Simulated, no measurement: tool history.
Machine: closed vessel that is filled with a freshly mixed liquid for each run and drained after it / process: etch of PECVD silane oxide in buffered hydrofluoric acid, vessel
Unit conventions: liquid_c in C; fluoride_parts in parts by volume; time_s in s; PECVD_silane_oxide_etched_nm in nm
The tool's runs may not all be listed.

| run | hour | liquid_c | fluoride_parts | time_s | PECVD_silane_oxide_etched_nm |
|---|---|---|---|---|---|
| 1 | 0.0 | 21.0 | 15.0 | 100 | 187.53 |
| 2 | 5.9 | 19.0 | 15.0 | 100 | 167.90 |
| 3 | 12.5 | 20.0 | 15.0 | 100 | 177.02 |
| 4 | 15.5 | 20.0 | 15.0 | 105 | 187.24 |
| 5 | 17.7 | 20.5 | 15.0 | 105 | 192.25 |
| 6 | 19.4 | 20.5 | 18.0 | 105 | 160.08 |
| 7 | 27.1 | 21.5 | 18.0 | 105 | 171.00 |
| 8 | 28.6 | 22.5 | 18.0 | 105 | 177.42 |

Estimate the outcome of run 9 from the log above:
| 9 | 37.5 | 26.5 | 17.5 | 105 | ? |

{"run 9": {"PECVD_silane_oxide_etched_nm": 228.01}}
